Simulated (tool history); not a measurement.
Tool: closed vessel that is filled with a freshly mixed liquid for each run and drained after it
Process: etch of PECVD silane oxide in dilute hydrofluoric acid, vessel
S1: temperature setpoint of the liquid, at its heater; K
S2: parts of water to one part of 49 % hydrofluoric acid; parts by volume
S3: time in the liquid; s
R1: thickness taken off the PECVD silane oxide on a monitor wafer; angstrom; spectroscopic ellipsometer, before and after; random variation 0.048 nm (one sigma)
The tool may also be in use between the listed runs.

run,hour,S1,S2,S3,R1
1,0,298.15,185,30,28.84
2,8.5,298.15,125,30,46.465
3,12.2,299.65,125,30,49.101
4,15.7,299.65,185,30,30.435
5,18.4,299.65,210,30,26.335
6,24.8,299.65,255,30,20.582
7,32,300.65,230,30,24.45
8,38.3,301.65,210,30,28.157
9,47,301.65,210,30,28.289
10,50.2,302.65,190,30,32.884
11,57.7,303.15,175,30,37.103
12,62.4,303.65,160,30,42.502
13,64,304.15,150,30,47.133

Run 14 comes next. What will it give?
14,68.1,304.65,145,30,?

{"run 14": {"R1": 49.949}}

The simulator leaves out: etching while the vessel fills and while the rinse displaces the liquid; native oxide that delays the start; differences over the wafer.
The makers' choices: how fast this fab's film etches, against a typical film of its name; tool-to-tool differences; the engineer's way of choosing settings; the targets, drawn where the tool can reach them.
